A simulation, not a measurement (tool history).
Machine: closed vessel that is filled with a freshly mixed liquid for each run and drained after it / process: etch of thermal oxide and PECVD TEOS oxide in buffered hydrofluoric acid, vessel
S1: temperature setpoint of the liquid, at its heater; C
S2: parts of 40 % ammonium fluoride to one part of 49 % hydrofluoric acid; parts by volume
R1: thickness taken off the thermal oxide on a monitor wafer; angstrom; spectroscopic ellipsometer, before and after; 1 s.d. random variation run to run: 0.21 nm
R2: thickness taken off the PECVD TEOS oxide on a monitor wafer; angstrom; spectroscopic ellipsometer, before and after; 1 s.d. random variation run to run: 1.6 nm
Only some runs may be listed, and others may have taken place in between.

Run 1, hour 0: S1 25 C, S2 16.5 parts by volume, time in the liquid (s) 60. Result: R1 426.04 angstrom, R2 1138.1 angstrom.
Run 2, hour 5: S1 21.5 C, S2 16.5 parts by volume, time in the liquid (s) 60. Result: R1 351.99 angstrom, R2 942.23 angstrom.
Run 3, hour 11.8: S1 21.5 C, S2 16.5 parts by volume, time in the liquid (s) 80. Result: R1 471.32 angstrom, R2 1270 angstrom.
Run 4, hour 18.3: S1 22 C, S2 16.5 parts by volume, time in the liquid (s) 80. Result: R1 481.25 angstrom, R2 1287.5 angstrom.
Run 5, hour 23.7: S1 22.5 C, S2 16.5 parts by volume, time in the liquid (s) 80. Result: R1 495.17 angstrom, R2 1338.7 angstrom.
At hour 28.7: thermometer replaced.
Run 6, hour 28.7: S1 19 C, S2 16.5 parts by volume, time in the liquid (s) 80. Result: R1 433.95 angstrom, R2 1181.7 angstrom.
Run 7, hour 32.2: S1 20 C, S2 16.5 parts by volume, time in the liquid (s) 80. Result: R1 459.76 angstrom, R2 1218.1 angstrom.
Run 8, hour 37.4: S1 21 C, S2 16.5 parts by volume, time in the liquid (s) 80. Result: R1 485.14 angstrom, R2 1310 angstrom.
Run 9, hour 38.2: S1 22 C, S2 16.5 parts by volume, time in the liquid (s) 80. Result: R1 513.19 angstrom, R2 1381.5 angstrom.
Run 10, hour 39.5: S1 22.5 C, S2 16.5 parts by volume, time in the liquid (s) 80. Result: R1 527.37 angstrom, R2 1412.4 angstrom.

Run 11 is up next; what results do you expect?
Run 11, hour 45.8: S1 23 C, S2 16.5 parts by volume, time in the liquid (s) 80. Result: R1 ?, R2 ?.

Run 11 gave R1 541.59 angstrom, R2 1432.6 angstrom.

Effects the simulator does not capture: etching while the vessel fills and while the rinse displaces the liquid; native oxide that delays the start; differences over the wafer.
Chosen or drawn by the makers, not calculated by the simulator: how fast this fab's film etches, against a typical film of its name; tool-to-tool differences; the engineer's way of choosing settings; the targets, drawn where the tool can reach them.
